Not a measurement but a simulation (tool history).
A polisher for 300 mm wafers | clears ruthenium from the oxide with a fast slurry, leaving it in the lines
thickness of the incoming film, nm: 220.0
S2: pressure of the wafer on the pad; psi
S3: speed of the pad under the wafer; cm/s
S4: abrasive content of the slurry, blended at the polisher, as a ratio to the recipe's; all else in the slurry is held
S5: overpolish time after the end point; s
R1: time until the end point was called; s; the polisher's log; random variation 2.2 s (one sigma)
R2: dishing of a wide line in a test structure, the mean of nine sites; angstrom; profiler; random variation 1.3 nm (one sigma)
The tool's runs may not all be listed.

Run 1, hour 0.0: flow of slurry (ml/min) 200, S2 2.8 psi, S3 76 cm/s, S4 1.00, S5 27 s. Result: R1 67.766 s, R2 765.36 angstrom.
Run 2, hour 7.8: flow of slurry (ml/min) 200, S2 2.8 psi, S3 76 cm/s, S4 1.00, S5 21 s. Result: R1 66.928 s, R2 600.09 angstrom.
Run 3, hour 11.5: flow of slurry (ml/min) 200, S2 2.6 psi, S3 76 cm/s, S4 1.00, S5 24 s. Result: R1 69.177 s, R2 678.67 angstrom.
Run 4, hour 13.3: flow of slurry (ml/min) 200, S2 2.9 psi, S3 76 cm/s, S4 1.00, S5 24 s. Result: R1 65.090 s, R2 695.37 angstrom.
Run 5, hour 14.2: flow of slurry (ml/min) 240, S2 2.9 psi, S3 76 cm/s, S4 1.00, S5 24 s. Result: R1 63.018 s, R2 745.07 angstrom.
Run 6, hour 16.0: flow of slurry (ml/min) 240, S2 3.6 psi, S3 76 cm/s, S4 1.00, S5 24 s. Result: R1 53.160 s, R2 798.40 angstrom.
Run 7, hour 19.7: flow of slurry (ml/min) 240, S2 3.3 psi, S3 74 cm/s, S4 1.00, S5 26 s. Result: R1 60.272 s, R2 822.18 angstrom.
Run 8, hour 22.9: flow of slurry (ml/min) 235, S2 3.0 psi, S3 72 cm/s, S4 1.00, S5 27 s. Result: R1 64.995 s, R2 763.92 angstrom.
Run 9, hour 29.1: flow of slurry (ml/min) 230, S2 2.7 psi, S3 70 cm/s, S4 1.00, S5 29 s. Result: R1 71.907 s, R2 734.23 angstrom.
Run 10, hour 31.1: flow of slurry (ml/min) 230, S2 1.9 psi, S3 62 cm/s, S4 0.95, S5 42 s. Result: R1 99.966 s, R2 750.23 angstrom.

Run 11 comes next. What will it give?
Run 11, hour 38.5: flow of slurry (ml/min) 230, S2 1.8 psi, S3 62 cm/s, S4 0.95, S5 43 s. Result: R1 ?, R2 ?.

R1: 105.990 s
R2: 763.95 angstrom

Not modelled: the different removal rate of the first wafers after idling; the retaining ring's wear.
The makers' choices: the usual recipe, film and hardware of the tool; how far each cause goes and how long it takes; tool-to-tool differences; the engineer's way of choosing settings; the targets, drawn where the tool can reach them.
